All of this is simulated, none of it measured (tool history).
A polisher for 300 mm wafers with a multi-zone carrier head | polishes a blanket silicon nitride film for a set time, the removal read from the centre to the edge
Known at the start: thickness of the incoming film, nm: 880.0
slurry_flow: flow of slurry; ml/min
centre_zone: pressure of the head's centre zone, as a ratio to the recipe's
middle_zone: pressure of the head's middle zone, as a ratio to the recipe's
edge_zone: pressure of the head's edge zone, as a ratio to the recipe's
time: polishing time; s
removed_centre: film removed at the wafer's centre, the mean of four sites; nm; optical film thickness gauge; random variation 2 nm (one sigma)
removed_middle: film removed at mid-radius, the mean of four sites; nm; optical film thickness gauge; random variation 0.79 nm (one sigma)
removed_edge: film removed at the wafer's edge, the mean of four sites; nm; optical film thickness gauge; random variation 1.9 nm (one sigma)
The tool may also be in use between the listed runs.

Run 1, hour 0.0: slurry_flow 205 ml/min, centre_zone 1.00, middle_zone 1.00, edge_zone 1.00, time 66 s. Result: removed_centre 150.43 nm, removed_middle 145.35 nm, removed_edge 147.86 nm.
Run 2, hour 5.5: slurry_flow 250 ml/min, centre_zone 1.00, middle_zone 1.00, edge_zone 1.00, time 66 s. Result: removed_centre 155.08 nm, removed_middle 151.10 nm, removed_edge 148.89 nm.
Run 3, hour 13.9: slurry_flow 230 ml/min, centre_zone 0.98, middle_zone 0.95, edge_zone 0.98, time 65 s. Result: removed_centre 146.18 nm, removed_middle 142.52 nm, removed_edge 146.70 nm.
Run 4, hour 15.0: slurry_flow 230 ml/min, centre_zone 0.98, middle_zone 1.00, edge_zone 0.98, time 65 s. Result: removed_centre 148.03 nm, removed_middle 146.97 nm, removed_edge 144.52 nm.
Run 5, hour 21.9: slurry_flow 230 ml/min, centre_zone 0.98, middle_zone 1.00, edge_zone 0.98, time 75 s. Result: removed_centre 168.46 nm, removed_middle 172.03 nm, removed_edge 164.47 nm.
Run 6, hour 26.7: slurry_flow 265 ml/min, centre_zone 0.98, middle_zone 1.00, edge_zone 0.98, time 75 s. Result: removed_centre 170.97 nm, removed_middle 171.72 nm, removed_edge 167.44 nm.
At hour 34.0: worn pad replaced by a new one.
Run 7, hour 34.0: slurry_flow 265 ml/min, centre_zone 0.98, middle_zone 0.94, edge_zone 0.98, time 69 s. Result: removed_centre 169.49 nm, removed_middle 160.06 nm, removed_edge 164.97 nm.
Run 8, hour 37.2: slurry_flow 230 ml/min, centre_zone 0.98, middle_zone 0.92, edge_zone 0.98, time 65 s. Result: removed_centre 153.25 nm, removed_middle 144.18 nm, removed_edge 150.69 nm.
Run 9, hour 41.0: slurry_flow 210 ml/min, centre_zone 0.98, middle_zone 0.89, edge_zone 0.99, time 62 s. Result: removed_centre 143.33 nm, removed_middle 134.89 nm, removed_edge 149.13 nm.

Forecast run 10:
Run 10, hour 42.2: slurry_flow 195 ml/min, centre_zone 0.99, middle_zone 0.87, edge_zone 0.98, time 60 s. Result: removed_centre ?, removed_middle ?, removed_edge ?.

Run 10 gave removed_centre 138.47 nm, removed_middle 126.30 nm, removed_edge 135.97 nm.
